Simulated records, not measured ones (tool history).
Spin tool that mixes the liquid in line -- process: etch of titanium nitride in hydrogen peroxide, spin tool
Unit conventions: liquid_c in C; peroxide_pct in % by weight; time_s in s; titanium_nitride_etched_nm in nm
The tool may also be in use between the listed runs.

Run 1, hour 0: liquid_c 53 C, peroxide_pct 18.5 % by weight, time_s 65 s. Result: titanium_nitride_etched_nm 2.3839 nm.
Run 2, hour 2.7: liquid_c 51.5 C, peroxide_pct 18.5 % by weight, time_s 65 s. Result: titanium_nitride_etched_nm 2.1079 nm.
Run 3, hour 9.3: liquid_c 50.5 C, peroxide_pct 18.5 % by weight, time_s 65 s. Result: titanium_nitride_etched_nm 2 nm.
Run 4, hour 18.1: liquid_c 50.5 C, peroxide_pct 17 % by weight, time_s 65 s. Result: titanium_nitride_etched_nm 1.8931 nm.
Run 5, hour 23.8: liquid_c 55.5 C, peroxide_pct 17 % by weight, time_s 65 s. Result: titanium_nitride_etched_nm 2.7144 nm.
Run 6, hour 30.6: liquid_c 53.5 C, peroxide_pct 17 % by weight, time_s 65 s. Result: titanium_nitride_etched_nm 2.3984 nm.
Run 7, hour 39.3: liquid_c 52 C, peroxide_pct 17 % by weight, time_s 65 s. Result: titanium_nitride_etched_nm 2.1903 nm.
Run 8, hour 44.5: liquid_c 51 C, peroxide_pct 17 % by weight, time_s 65 s. Result: titanium_nitride_etched_nm 2.0059 nm.
Run 9, hour 48.9: liquid_c 50.5 C, peroxide_pct 17 % by weight, time_s 65 s. Result: titanium_nitride_etched_nm 1.9147 nm.
Run 10, hour 51.5: liquid_c 50 C, peroxide_pct 17 % by weight, time_s 65 s. Result: titanium_nitride_etched_nm 1.896 nm.
Run 11, hour 56.5: liquid_c 49.5 C, peroxide_pct 17 % by weight, time_s 65 s. Result: titanium_nitride_etched_nm 1.8093 nm.

Run 12 comes next. What will it give?
Run 12, hour 59.4: liquid_c 49 C, peroxide_pct 17 % by weight, time_s 65 s. Result: titanium_nitride_etched_nm ?.

Run 12 gave titanium_nitride_etched_nm 1.734 nm.
